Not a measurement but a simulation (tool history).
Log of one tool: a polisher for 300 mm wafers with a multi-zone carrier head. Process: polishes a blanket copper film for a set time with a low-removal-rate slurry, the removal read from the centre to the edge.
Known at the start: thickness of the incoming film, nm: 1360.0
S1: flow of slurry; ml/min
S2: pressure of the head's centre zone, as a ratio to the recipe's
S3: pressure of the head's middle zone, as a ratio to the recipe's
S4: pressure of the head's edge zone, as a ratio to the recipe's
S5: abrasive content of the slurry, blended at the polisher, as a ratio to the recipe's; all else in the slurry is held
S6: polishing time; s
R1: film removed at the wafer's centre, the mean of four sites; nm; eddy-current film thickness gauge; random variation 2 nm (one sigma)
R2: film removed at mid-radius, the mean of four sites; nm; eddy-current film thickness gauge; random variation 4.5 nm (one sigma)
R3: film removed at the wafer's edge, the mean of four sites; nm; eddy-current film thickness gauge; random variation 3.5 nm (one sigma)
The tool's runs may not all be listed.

{"run": 1, "hour": 0.0, "S1": 315, "S2": 1, "S3": 1, "S4": 1, "S5": 1, "S6": 59, "R1": 209.54, "R2": 208.49, "R3": 210.37}
{"run": 2, "hour": 2.8, "S1": 275, "S2": 1, "S3": 1, "S4": 1, "S5": 1, "S6": 59, "R1": 205.04, "R2": 209.49, "R3": 205.32}
{"run": 3, "hour": 7.7, "S1": 275, "S2": 1, "S3": 0.94, "S4": 1, "S5": 1, "S6": 59, "R1": 205.32, "R2": 200.23, "R3": 208.57}
{"run": 4, "hour": 13.1, "S1": 275, "S2": 1, "S3": 0.94, "S4": 1.04, "S5": 1, "S6": 59, "R1": 206.88, "R2": 197.35, "R3": 205.57}
{"run": 5, "hour": 19.1, "S1": 290, "S2": 1.04, "S3": 1, "S4": 1.02, "S5": 1.15, "S6": 62, "R1": 235.31, "R2": 234.86, "R3": 229.39}
{"run": 6, "hour": 25.3, "S1": 355, "S2": 1.04, "S3": 1, "S4": 1.02, "S5": 1.15, "S6": 62, "R1": 244.2, "R2": 236.75, "R3": 236.2}

The next listed run, before its measurement:
{"run": 7, "hour": 28.8, "S1": 370, "S2": 1.07, "S3": 1.03, "S4": 1.04, "S5": 1.25, "S6": 62, "R1": "?", "R2": "?", "R3": "?"}

{"run 7": {"R1": 254.41, "R2": 250.7, "R3": 250}}
